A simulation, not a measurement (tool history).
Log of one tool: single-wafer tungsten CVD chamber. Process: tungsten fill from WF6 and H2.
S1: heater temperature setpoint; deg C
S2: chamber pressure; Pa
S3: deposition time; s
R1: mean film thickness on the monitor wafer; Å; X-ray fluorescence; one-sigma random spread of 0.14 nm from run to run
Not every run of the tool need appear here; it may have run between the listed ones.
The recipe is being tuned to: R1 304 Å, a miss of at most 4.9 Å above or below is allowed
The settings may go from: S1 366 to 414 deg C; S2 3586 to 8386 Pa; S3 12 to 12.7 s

| run | hour | S1 | S2 | S3 | R1 |
|---|---|---|---|---|---|
| 1 | 0 | 390 | 5986 | 12.7 | 386.44 |
| 2 | 1 | 398 | 5986 | 12.7 | 440.93 |
| 3 | 3.1 | 408 | 5986 | 12.7 | 515.52 |
| 4 | 5.6 | 408 | 5986 | 12.7 | 517.82 |
| 5 | 13.4 | 408 | 5986 | 12 | 490.35 |
| 6 | 16.4 | 414 | 5986 | 12 | 537.03 |
| 7 | 18.3 | 410 | 5973 | 12 | 508.66 |
| 8 | 26.1 | 410 | 5973 | 12 | 502.75 |
| 9 | 28.1 | 406 | 5959 | 12 | 478.71 |
| 10 | 33.5 | 394 | 5800 | 12 | 387.18 |
| 11 | 35 | 382 | 5733 | 12 | 310.94 |

Which of these 5 next moves meets every target?
| A | 36.5 | 385 | 5440 | 12.3 | ? |
| B | 36.5 | 379 | 5586 | 12 | ? |
| C | 36.5 | 379 | 5773 | 12.3 | ? |
| D | 36.5 | 378 | 5706 | 12 | ? |
| E | 36.5 | 381 | 5146 | 12 | ? |

| move | R1 |
|---|---|
| A | 330.24 |
| B | 293.88 |
| C | 306.31 |
| D | 291.79 |
| E | 291.93 |
A: misses by more than the last run did
B: the result that was furthest off in the last run now lies on the other side of its target
C: meets every target
D: the result that was furthest off in the last run now lies on the other side of its target
E: the result that was furthest off in the last run now lies on the other side of its target
The right move is C.

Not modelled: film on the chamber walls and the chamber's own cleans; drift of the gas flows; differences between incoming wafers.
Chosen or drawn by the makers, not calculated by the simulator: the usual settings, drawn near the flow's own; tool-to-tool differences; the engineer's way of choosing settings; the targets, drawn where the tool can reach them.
